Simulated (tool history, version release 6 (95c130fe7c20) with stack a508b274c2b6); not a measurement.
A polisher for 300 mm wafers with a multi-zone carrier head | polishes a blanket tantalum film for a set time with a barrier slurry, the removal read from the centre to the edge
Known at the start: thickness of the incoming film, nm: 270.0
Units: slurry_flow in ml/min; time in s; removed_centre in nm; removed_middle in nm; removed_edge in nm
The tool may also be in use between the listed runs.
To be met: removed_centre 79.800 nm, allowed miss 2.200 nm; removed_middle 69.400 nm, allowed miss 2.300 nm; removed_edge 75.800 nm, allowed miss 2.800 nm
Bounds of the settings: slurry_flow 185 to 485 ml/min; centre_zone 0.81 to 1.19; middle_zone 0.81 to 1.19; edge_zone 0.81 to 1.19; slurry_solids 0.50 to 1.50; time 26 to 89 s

run 1 hour=0.0 | slurry_flow=310 centre_zone=1.00 middle_zone=1.00 edge_zone=1.00 slurry_solids=1.00 time=57 | removed_centre=50.237 removed_middle=56.622 removed_edge=56.472
run 2 hour=6.1 | slurry_flow=315 centre_zone=1.02 middle_zone=0.99 edge_zone=1.01 slurry_solids=1.05 time=58 | removed_centre=53.256 removed_middle=58.046 removed_edge=58.856
run 3 hour=12.8 | slurry_flow=315 centre_zone=1.02 middle_zone=0.99 edge_zone=1.01 slurry_solids=1.05 time=67 | removed_centre=60.509 removed_middle=68.362 removed_edge=69.473
run 4 hour=21.6 | slurry_flow=325 centre_zone=1.04 middle_zone=0.98 edge_zone=1.01 slurry_solids=1.10 time=67 | removed_centre=64.027 removed_middle=67.785 removed_edge=68.239
run 5 hour=29.8 | slurry_flow=325 centre_zone=1.04 middle_zone=0.98 edge_zone=1.01 slurry_solids=1.10 time=78 | removed_centre=74.135 removed_middle=80.744 removed_edge=81.525
run 6 hour=31.0 | slurry_flow=325 centre_zone=1.05 middle_zone=0.97 edge_zone=1.00 slurry_solids=1.10 time=78 | removed_centre=75.037 removed_middle=79.742 removed_edge=80.314
run 7 hour=33.2 | slurry_flow=325 centre_zone=1.06 middle_zone=0.96 edge_zone=1.00 slurry_solids=1.10 time=78 | removed_centre=74.952 removed_middle=77.326 removed_edge=79.717
run 8 hour=37.8 | slurry_flow=325 centre_zone=1.07 middle_zone=0.95 edge_zone=1.00 slurry_solids=1.10 time=78 | removed_centre=75.497 removed_middle=77.598 removed_edge=78.673
-- hour=44.0 centre zone pressure recalibrated
run 9 hour=44.0 | slurry_flow=325 centre_zone=1.08 middle_zone=0.94 edge_zone=1.01 slurry_solids=1.10 time=78 | removed_centre=85.935 removed_middle=76.366 removed_edge=80.457
run 10 hour=46.1 | slurry_flow=320 centre_zone=1.08 middle_zone=0.94 edge_zone=1.01 slurry_solids=1.10 time=78 | removed_centre=86.500 removed_middle=76.259 removed_edge=81.073
run 11 hour=51.3 | slurry_flow=320 centre_zone=1.08 middle_zone=0.94 edge_zone=1.01 slurry_solids=1.10 time=78 | removed_centre=85.766 removed_middle=76.701 removed_edge=81.832
run 12 hour=54.6 | slurry_flow=325 centre_zone=1.07 middle_zone=0.91 edge_zone=0.99 slurry_solids=1.00 time=78 | removed_centre=82.785 removed_middle=72.365 removed_edge=76.664

Which of these 4 next moves meets every target?
run A hour=57.9 | slurry_flow=330 centre_zone=1.17 middle_zone=0.93 edge_zone=0.98 slurry_solids=0.90 time=81 | removed_centre=? removed_middle=? removed_edge=?
run B hour=57.9 | slurry_flow=380 centre_zone=1.02 middle_zone=0.94 edge_zone=0.97 slurry_solids=0.95 time=79 | removed_centre=? removed_middle=? removed_edge=?
run C hour=57.9 | slurry_flow=320 centre_zone=1.06 middle_zone=0.90 edge_zone=1.01 slurry_solids=1.00 time=76 | removed_centre=? removed_middle=? removed_edge=?
run D hour=57.9 | slurry_flow=320 centre_zone=1.16 middle_zone=0.91 edge_zone=1.16 slurry_solids=0.80 time=78 | removed_centre=? removed_middle=? removed_edge=?

move=A removed_centre=89.023 removed_middle=73.159 removed_edge=76.398
move=B removed_centre=78.413 removed_middle=74.610 removed_edge=76.555
move=C removed_centre=78.663 removed_middle=69.555 removed_edge=75.778
move=D removed_centre=80.124 removed_middle=65.241 removed_edge=75.545
A: further off than the last run
B: brings the result that was furthest off to its target, and leaves another outside
C: meets every target
D: brings the result that was furthest off to its target, and leaves another outside
Move C is the one to make.
